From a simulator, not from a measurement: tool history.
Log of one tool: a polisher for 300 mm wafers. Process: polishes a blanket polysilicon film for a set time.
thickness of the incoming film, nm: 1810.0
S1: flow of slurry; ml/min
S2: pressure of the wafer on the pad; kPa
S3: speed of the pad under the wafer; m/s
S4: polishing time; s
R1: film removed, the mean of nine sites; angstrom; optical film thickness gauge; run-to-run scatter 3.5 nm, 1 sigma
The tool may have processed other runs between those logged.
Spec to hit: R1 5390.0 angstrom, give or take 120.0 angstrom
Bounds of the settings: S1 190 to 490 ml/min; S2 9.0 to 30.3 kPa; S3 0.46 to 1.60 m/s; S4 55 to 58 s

run    day   S1    S2    S3  S4      R1
  1  0.000  315  19.3  1.02  55  4533.1
  2  0.092  320  20.0  1.02  55  4727.7
  3  0.183  320  20.0  0.80  55  3664.8
  4  0.433  270  20.0  0.80  55  3640.4
  5  0.692  245  20.0  0.80  55  3667.9
  6  0.950  245  22.1  0.80  55  4011.2
  7  1.138  245  23.4  0.80  55  4277.5
  8  1.308  245  24.8  0.80  55  4492.8
  9  1.379  245  25.5  0.80  55  4678.2
 10  1.633  245  26.2  0.80  55  4800.2

Exercise: of the 4 proposed moves below, exactly one satisfies all targets within the stated allowed misses. Which move is it?
  A  1.888  250  28.3  0.86  56   ?
  B  1.888  290  22.8  1.04  55   ?
  C  1.888  195  26.9  0.90  58   ?
  D  1.888  250  28.3  0.78  56   ?

move      R1
   A  5563.9
   B  5368.3
   C  5626.9
   D  5064.6
A: takes the result that was furthest off past its target
B: every result within its allowed miss
C: takes the result that was furthest off past its target
D: nearer the targets than the last run, but a result is still out of spec
So the answer is move B, the one that meets all the targets.
